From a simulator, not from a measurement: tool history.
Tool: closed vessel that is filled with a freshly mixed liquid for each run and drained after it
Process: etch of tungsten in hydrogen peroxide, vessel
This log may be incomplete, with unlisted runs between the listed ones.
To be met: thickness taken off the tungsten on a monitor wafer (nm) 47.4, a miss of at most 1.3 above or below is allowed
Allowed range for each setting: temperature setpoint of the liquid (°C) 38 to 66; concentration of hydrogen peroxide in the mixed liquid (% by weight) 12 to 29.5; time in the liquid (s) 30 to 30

| run | day | temperature setpoint of the liquid (°C) | concentration of hydrogen peroxide in the mixed liquid (% by weight) | time in the liquid (s) | thickness taken off the tungsten on a monitor wafer (nm) |
|---|---|---|---|---|---|
| 1 | 0 | 54 | 20 | 30 | 33.948 |
| 2 | 0.296 | 54 | 21.5 | 30 | 35.307 |
| 3 | 0.612 | 54 | 21.5 | 30 | 35.296 |
| 4 | 0.742 | 54 | 17.5 | 30 | 31.533 |
| 5 | 0.812 | 54 | 17.5 | 30 | 32.099 |
| 6 | 1.15 | 48 | 17.5 | 30 | 22.254 |
| 7 | 1.179 | 52 | 17.5 | 30 | 28.265 |
| 8 | 1.354 | 55 | 17.5 | 30 | 33.852 |
| 9 | 1.417 | 61.5 | 17.5 | 30 | 49.031 |

4 candidate next runs follow, results not yet known. Just one meets every target within its allowed miss. Identify it.
| A | 1.479 | 60 | 19.5 | 30 | ? |
| B | 1.479 | 61.5 | 19 | 30 | ? |
| C | 1.479 | 63.5 | 14.5 | 30 | ? |
| D | 1.479 | 63 | 16 | 30 | ? |

| move | thickness taken off the tungsten on a monitor wafer (nm) |
|---|---|
| A | 47.622 |
| B | 51.223 |
| C | 50.116 |
| D | 51.181 |
A: all results in spec
B: further off than the last run
C: further off than the last run
D: further off than the last run
So the answer is move A, the one that meets all the targets.
